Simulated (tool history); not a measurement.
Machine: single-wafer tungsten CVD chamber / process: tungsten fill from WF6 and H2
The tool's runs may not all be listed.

run	hour	heater temperature setpoint (°C)	chamber pressure (mTorr)	deposition time (s)	mean film thickness on the monitor wafer (nm)
1	0	390	47700	31.8	103.42
2	5.5	395	47700	31.8	110.85
3	13	392	47600	31.8	106.38
4	17.5	389	47500	31.8	100.65
5	25.4	383	47500	31.8	91.284
6	28.1	383	47500	32.8	94.337

Run 7 comes next. What will it give?
7	36.2	382	47500	32.8	?

Run 7 measured mean film thickness on the monitor wafer (nm) 92.644.

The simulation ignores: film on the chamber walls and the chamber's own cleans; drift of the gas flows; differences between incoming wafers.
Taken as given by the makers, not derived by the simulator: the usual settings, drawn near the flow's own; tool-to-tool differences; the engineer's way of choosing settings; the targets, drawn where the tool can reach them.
